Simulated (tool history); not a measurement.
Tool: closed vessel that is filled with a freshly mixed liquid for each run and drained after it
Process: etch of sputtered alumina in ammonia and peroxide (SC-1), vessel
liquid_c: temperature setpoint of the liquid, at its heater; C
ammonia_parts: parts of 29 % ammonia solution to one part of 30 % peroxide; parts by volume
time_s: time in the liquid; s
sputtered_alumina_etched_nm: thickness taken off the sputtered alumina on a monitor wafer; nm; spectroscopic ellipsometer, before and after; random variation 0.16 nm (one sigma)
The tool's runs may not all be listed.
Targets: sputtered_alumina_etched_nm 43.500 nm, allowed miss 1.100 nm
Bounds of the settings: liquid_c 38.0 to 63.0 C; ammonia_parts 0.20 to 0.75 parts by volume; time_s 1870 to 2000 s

{"run": 1, "hour": 0.0, "liquid_c": 47.0, "ammonia_parts": 0.45, "time_s": 1870, "sputtered_alumina_etched_nm": 76.015}
{"run": 2, "hour": 0.6, "liquid_c": 52.5, "ammonia_parts": 0.45, "time_s": 1870, "sputtered_alumina_etched_nm": 103.19}
{"run": 3, "hour": 2.1, "liquid_c": 52.5, "ammonia_parts": 0.45, "time_s": 1870, "sputtered_alumina_etched_nm": 103.24}
{"run": 4, "hour": 4.6, "liquid_c": 52.5, "ammonia_parts": 0.45, "time_s": 2000, "sputtered_alumina_etched_nm": 110.7}
{"run": 5, "hour": 6.1, "liquid_c": 52.5, "ammonia_parts": 0.45, "time_s": 2000, "sputtered_alumina_etched_nm": 110.2}
{"run": 6, "hour": 10.1, "liquid_c": 49.0, "ammonia_parts": 0.45, "time_s": 2000, "sputtered_alumina_etched_nm": 91.277}
{"run": 7, "hour": 12.8, "liquid_c": 45.5, "ammonia_parts": 0.4, "time_s": 1955, "sputtered_alumina_etched_nm": 72.304}
{"run": 8, "hour": 20.0, "liquid_c": 43.0, "ammonia_parts": 0.35, "time_s": 1925, "sputtered_alumina_etched_nm": 60.885}
{"run": 9, "hour": 23.5, "liquid_c": 41.5, "ammonia_parts": 0.35, "time_s": 1905, "sputtered_alumina_etched_nm": 55.1}
{"run": 10, "hour": 26.0, "liquid_c": 41.5, "ammonia_parts": 0.35, "time_s": 1905, "sputtered_alumina_etched_nm": 55.596}

Which of these 5 next moves meets every target?
{"run": "A", "hour": 28.5, "liquid_c": 38.5, "ammonia_parts": 0.4, "time_s": 1870, "sputtered_alumina_etched_nm": "?"}
{"run": "B", "hour": 28.5, "liquid_c": 39.5, "ammonia_parts": 0.4, "time_s": 1930, "sputtered_alumina_etched_nm": "?"}
{"run": "C", "hour": 28.5, "liquid_c": 44.5, "ammonia_parts": 0.25, "time_s": 2000, "sputtered_alumina_etched_nm": "?"}
{"run": "D", "hour": 28.5, "liquid_c": 38.0, "ammonia_parts": 0.3, "time_s": 1870, "sputtered_alumina_etched_nm": "?"}
{"run": "E", "hour": 28.5, "liquid_c": 39.5, "ammonia_parts": 0.3, "time_s": 1925, "sputtered_alumina_etched_nm": "?"}

move=A sputtered_alumina_etched_nm=46.025
move=B sputtered_alumina_etched_nm=50.411
move=C sputtered_alumina_etched_nm=66.819
move=D sputtered_alumina_etched_nm=43.456
move=E sputtered_alumina_etched_nm=48.916
A: nearer than the last run, and not there yet
B: nearer than the last run, and not there yet
C: further off than the last run
D: meets every target
E: nearer than the last run, and not there yet
The right move is D.

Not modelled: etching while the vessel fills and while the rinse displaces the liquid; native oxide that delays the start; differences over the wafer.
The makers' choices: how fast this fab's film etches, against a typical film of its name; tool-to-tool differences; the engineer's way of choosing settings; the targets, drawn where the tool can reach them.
